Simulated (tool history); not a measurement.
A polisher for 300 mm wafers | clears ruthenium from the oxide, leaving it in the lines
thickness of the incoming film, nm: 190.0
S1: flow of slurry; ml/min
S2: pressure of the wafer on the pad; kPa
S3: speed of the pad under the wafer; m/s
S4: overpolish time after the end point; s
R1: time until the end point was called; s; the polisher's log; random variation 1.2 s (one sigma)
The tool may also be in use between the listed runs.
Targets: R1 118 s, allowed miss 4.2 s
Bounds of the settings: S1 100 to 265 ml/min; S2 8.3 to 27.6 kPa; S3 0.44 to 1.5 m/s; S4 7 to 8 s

| run | hour | S1 | S2 | S3 | S4 | R1 |
|---|---|---|---|---|---|---|
| 1 | 0 | 170 | 17.9 | 0.96 | 8 | 138.97 |
| 2 | 5.8 | 170 | 14.5 | 0.96 | 8 | 160.23 |
| 3 | 8.3 | 170 | 16.5 | 0.96 | 8 | 148.28 |
| 4 | 9 | 170 | 16.5 | 1.06 | 8 | 135.62 |
| 5 | 12.4 | 175 | 17.2 | 1.06 | 8 | 131.39 |
| 6 | 17.8 | 175 | 21.4 | 1.06 | 8 | 114.3 |
| 7 | 26.5 | 175 | 21.4 | 1.06 | 8 | 112.33 |
| 8 | 30.1 | 175 | 21.4 | 1.06 | 8 | 112.87 |

Which of these 4 next moves meets every target?
| A | 33.7 | 165 | 21.4 | 1.1 | 8 | ? |
| B | 33.7 | 195 | 23.4 | 1.08 | 8 | ? |
| C | 33.7 | 175 | 24.1 | 1.04 | 7 | ? |
| D | 33.7 | 160 | 21.4 | 1.04 | 7 | ? |

| move | R1 |
|---|---|
| A | 108.75 |
| B | 101.51 |
| C | 104.61 |
| D | 115.35 |
A: further off than the last run
B: further off than the last run
C: further off than the last run
D: meets every target
The right move is D.

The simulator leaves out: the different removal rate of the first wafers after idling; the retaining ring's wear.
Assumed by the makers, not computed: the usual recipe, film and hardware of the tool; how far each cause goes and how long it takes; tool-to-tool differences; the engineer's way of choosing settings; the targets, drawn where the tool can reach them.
